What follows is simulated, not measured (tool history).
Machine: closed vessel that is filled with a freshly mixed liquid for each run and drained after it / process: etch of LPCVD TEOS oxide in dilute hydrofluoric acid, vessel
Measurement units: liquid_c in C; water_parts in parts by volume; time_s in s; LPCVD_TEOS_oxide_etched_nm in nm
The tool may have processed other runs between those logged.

Run 1, hour 0: liquid_c 23 C, water_parts 290 parts by volume, time_s 95 s. Result: LPCVD_TEOS_oxide_etched_nm 11.006 nm.
Run 2, hour 3.4: liquid_c 23 C, water_parts 325 parts by volume, time_s 95 s. Result: LPCVD_TEOS_oxide_etched_nm 9.3932 nm.
Run 3, hour 10.2: liquid_c 22 C, water_parts 330 parts by volume, time_s 95 s. Result: LPCVD_TEOS_oxide_etched_nm 8.7763 nm.
Run 4, hour 13.6: liquid_c 22 C, water_parts 330 parts by volume, time_s 100 s. Result: LPCVD_TEOS_oxide_etched_nm 9.3021 nm.
Run 5, hour 17.8: liquid_c 22 C, water_parts 380 parts by volume, time_s 100 s. Result: LPCVD_TEOS_oxide_etched_nm 7.5855 nm.
Run 6, hour 25.9: liquid_c 22 C, water_parts 320 parts by volume, time_s 100 s. Result: LPCVD_TEOS_oxide_etched_nm 9.6566 nm.
Run 7, hour 32: liquid_c 21 C, water_parts 325 parts by volume, time_s 100 s. Result: LPCVD_TEOS_oxide_etched_nm 9.2998 nm.

What will run 8 give?
Run 8, hour 39.9: liquid_c 20.5 C, water_parts 335 parts by volume, time_s 100 s. Result: LPCVD_TEOS_oxide_etched_nm ?.

Run 8 produced LPCVD_TEOS_oxide_etched_nm 8.6572 nm.
